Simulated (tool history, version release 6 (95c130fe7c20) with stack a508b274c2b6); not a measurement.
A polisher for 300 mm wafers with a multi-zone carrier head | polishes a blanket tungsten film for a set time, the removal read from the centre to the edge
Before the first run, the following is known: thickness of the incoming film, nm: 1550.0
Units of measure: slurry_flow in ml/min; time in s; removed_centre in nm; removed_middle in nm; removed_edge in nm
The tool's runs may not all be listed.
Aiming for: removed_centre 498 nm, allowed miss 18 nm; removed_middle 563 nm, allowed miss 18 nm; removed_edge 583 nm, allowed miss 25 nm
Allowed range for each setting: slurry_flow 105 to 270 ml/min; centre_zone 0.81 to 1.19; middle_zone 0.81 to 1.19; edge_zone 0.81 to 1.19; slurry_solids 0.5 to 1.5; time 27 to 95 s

run	hour	slurry_flow	centre_zone	middle_zone	edge_zone	slurry_solids	time	removed_centre	removed_middle	removed_edge
1	0	175	1	1	1	1	61	382.22	387.59	395.41
2	8.5	175	1	1	1	1.1	61	383.56	384.79	399.81
3	13.1	175	0.94	1	1	1.1	61	372.31	388.15	404.54
4	15.2	180	0.94	1.02	1.02	1.15	63	388.16	412.93	432.55
5	21	190	0.95	1.04	1.04	1.2	64	402.27	431.82	437.32
6	23.2	190	0.95	1.04	1.04	1	64	393.28	412.58	429.44
7	32	190	0.94	1.05	1.05	1.05	66	405.18	431.19	453.55
8	32.5	190	0.94	1.06	1.06	1.1	68	420.73	456.58	469.08
9	37.1	195	0.94	1.06	1.07	1.15	69	425.64	470.78	490.1
10	43.3	200	0.95	1.06	1.08	1.2	70	439.02	492.15	500.06
11	48.8	200	0.96	1.05	1.09	1.25	71	467.17	485.52	514.65

Which one of the following 4 next-run settings gets every result inside its allowed miss? There is exactly one.
A	54.3	195	0.87	1.19	0.94	1.25	85	?	?	?
B	54.3	230	0.86	1.1	1.1	1.25	73	?	?	?
C	54.3	180	0.81	1.11	1.08	1.15	84	?	?	?
D	54.3	185	0.92	1.09	1.08	1.25	80	?	?	?

move	removed_centre	removed_middle	removed_edge
A	503.39	626.5	565.42
B	439.44	528.18	534.06
C	451.18	576.2	579.88
D	492.3	557.42	566.06
A: moves the result that the last run missed by most past its target, out the other side
B: better than the last run, though not everything is in spec
C: puts the biggest miss on target and leaves a different result outside tolerance
D: hits every target within its allowed miss
The right move is D.
